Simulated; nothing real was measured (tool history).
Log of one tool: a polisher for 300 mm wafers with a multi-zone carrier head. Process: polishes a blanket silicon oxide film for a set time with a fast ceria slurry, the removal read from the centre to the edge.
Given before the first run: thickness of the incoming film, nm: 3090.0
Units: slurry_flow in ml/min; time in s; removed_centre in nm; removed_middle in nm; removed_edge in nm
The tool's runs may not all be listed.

Run 1, hour 0.0: slurry_flow 220 ml/min, centre_zone 1.00, middle_zone 1.00, edge_zone 1.00, time 31 s. Result: removed_centre 449.63 nm, removed_middle 465.16 nm, removed_edge 439.96 nm.
Run 2, hour 0.6: slurry_flow 220 ml/min, centre_zone 1.00, middle_zone 0.96, edge_zone 1.00, time 31 s. Result: removed_centre 453.28 nm, removed_middle 458.98 nm, removed_edge 446.18 nm.
Run 3, hour 4.1: slurry_flow 210 ml/min, centre_zone 0.97, middle_zone 0.94, edge_zone 0.98, time 29 s. Result: removed_centre 407.02 nm, removed_middle 413.53 nm, removed_edge 414.14 nm.
Run 4, hour 10.3: slurry_flow 180 ml/min, centre_zone 0.97, middle_zone 0.94, edge_zone 0.98, time 29 s. Result: removed_centre 398.52 nm, removed_middle 410.37 nm, removed_edge 407.77 nm.
Run 5, hour 13.4: slurry_flow 225 ml/min, centre_zone 0.97, middle_zone 0.94, edge_zone 0.98, time 29 s. Result: removed_centre 407.95 nm, removed_middle 419.10 nm, removed_edge 418.73 nm.
Run 6, hour 20.1: slurry_flow 225 ml/min, centre_zone 0.97, middle_zone 0.94, edge_zone 1.02, time 29 s. Result: removed_centre 405.83 nm, removed_middle 416.39 nm, removed_edge 422.84 nm.
Run 7, hour 26.3: slurry_flow 215 ml/min, centre_zone 0.95, middle_zone 0.94, edge_zone 1.00, time 28 s. Result: removed_centre 384.92 nm, removed_middle 399.50 nm, removed_edge 402.08 nm.

The next listed run, before its measurement:
Run 8, hour 33.5: slurry_flow 210 ml/min, centre_zone 0.93, middle_zone 0.93, edge_zone 0.98, time 27 s. Result: removed_centre ?, removed_middle ?, removed_edge ?.

Run 8 yielded removed_centre 355.38 nm, removed_middle 384.57 nm, removed_edge 385.41 nm.
